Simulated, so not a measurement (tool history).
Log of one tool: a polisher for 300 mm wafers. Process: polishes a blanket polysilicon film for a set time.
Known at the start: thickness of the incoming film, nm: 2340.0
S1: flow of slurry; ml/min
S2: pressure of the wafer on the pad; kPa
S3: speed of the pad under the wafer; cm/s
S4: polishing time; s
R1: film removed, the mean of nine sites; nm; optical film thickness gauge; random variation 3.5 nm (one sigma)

| run | hour | S1 | S2 | S3 | S4 | R1 |
|---|---|---|---|---|---|---|
| 1 | 0.0 | 130 | 21.4 | 76 | 102 | 815.03 |
| 2 | 4.2 | 130 | 24.8 | 76 | 102 | 884.97 |
| 3 | 9.0 | 130 | 22.8 | 76 | 102 | 845.30 |
| 4 | 10.1 | 130 | 25.5 | 76 | 102 | 924.43 |
| 5 | 18.9 | 130 | 25.5 | 76 | 107 | 951.85 |
| 6 | 27.1 | 100 | 25.5 | 76 | 107 | 912.49 |
| 7 | 31.6 | 100 | 22.8 | 76 | 107 | 845.22 |
| 8 | 39.0 | 100 | 22.8 | 76 | 107 | 840.51 |
| 9 | 43.0 | 85 | 16.5 | 76 | 107 | 686.20 |
| 10 | 50.6 | 85 | 15.2 | 76 | 107 | 651.43 |
| 11 | 55.7 | 85 | 14.5 | 76 | 107 | 639.05 |
| 12 | 61.2 | 85 | 13.8 | 76 | 107 | 615.85 |

Forecast run 13:
| 13 | 63.5 | 85 | 13.1 | 76 | 107 | ? |

Run 13 gave R1 601.62 nm.
